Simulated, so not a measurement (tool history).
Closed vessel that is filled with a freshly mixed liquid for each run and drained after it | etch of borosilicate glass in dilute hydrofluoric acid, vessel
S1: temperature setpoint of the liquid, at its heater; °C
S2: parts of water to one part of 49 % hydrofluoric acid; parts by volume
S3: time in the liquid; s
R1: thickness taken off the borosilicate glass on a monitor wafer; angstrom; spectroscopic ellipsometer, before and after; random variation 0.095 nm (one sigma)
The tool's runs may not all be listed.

Run 1, hour 0.0: S1 24.0 °C, S2 250 parts by volume, S3 30 s. Result: R1 47.553 angstrom.
Run 2, hour 7.7: S1 25.5 °C, S2 230 parts by volume, S3 30 s. Result: R1 55.307 angstrom.
Run 3, hour 8.4: S1 27.0 °C, S2 215 parts by volume, S3 30 s. Result: R1 64.662 angstrom.
Run 4, hour 15.5: S1 28.0 °C, S2 205 parts by volume, S3 30 s. Result: R1 69.493 angstrom.
At hour 18.9: thermometer replaced.
Run 5, hour 18.9: S1 28.0 °C, S2 205 parts by volume, S3 30 s. Result: R1 66.539 angstrom.
Run 6, hour 20.5: S1 28.0 °C, S2 265 parts by volume, S3 30 s. Result: R1 48.986 angstrom.
Run 7, hour 22.8: S1 28.5 °C, S2 240 parts by volume, S3 30 s. Result: R1 55.194 angstrom.
Run 8, hour 31.0: S1 29.0 °C, S2 220 parts by volume, S3 30 s. Result: R1 63.156 angstrom.

The next listed run, before its measurement:
Run 9, hour 32.2: S1 29.5 °C, S2 205 parts by volume, S3 30 s. Result: R1 ?.

R1: 71.012 angstrom

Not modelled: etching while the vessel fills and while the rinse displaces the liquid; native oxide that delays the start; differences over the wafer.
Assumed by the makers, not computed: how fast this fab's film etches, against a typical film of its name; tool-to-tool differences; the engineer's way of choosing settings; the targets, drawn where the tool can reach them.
